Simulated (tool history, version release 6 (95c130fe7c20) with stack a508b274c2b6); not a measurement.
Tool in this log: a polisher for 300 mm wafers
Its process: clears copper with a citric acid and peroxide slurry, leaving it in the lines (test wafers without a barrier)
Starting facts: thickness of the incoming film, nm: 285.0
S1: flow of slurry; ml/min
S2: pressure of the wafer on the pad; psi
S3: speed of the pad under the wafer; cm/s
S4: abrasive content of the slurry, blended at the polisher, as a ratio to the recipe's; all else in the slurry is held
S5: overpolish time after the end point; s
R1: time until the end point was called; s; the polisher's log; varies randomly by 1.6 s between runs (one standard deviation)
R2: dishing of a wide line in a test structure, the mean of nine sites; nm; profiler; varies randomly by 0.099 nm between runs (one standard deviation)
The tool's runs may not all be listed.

run,day,S1,S2,S3,S4,S5,R1,R2
1,0.000,140,4.0,108,1.00,11,70.021,29.857
2,0.312,145,3.7,102,1.00,9,79.349,22.602
3,0.521,145,4.6,102,1.00,9,66.882,26.500
4,0.646,145,3.8,102,1.00,9,76.662,23.159
5,0.992,145,3.8,130,1.00,9,61.345,28.108
6,1.362,130,3.3,128,0.90,8,69.776,21.734
7,1.712,120,2.9,126,0.80,7,82.181,16.701
8,1.758,110,2.6,128,0.75,6,95.494,12.781
9,2.029,105,2.4,134,0.70,5,98.621,10.594
10,2.121,100,2.3,142,0.65,5,102.530,10.502

For run 11, what comes out?
11,2.183,95,2.2,148,0.60,5,?,?

Logged for run 11: R1 100.860 s, R2 10.175 nm.
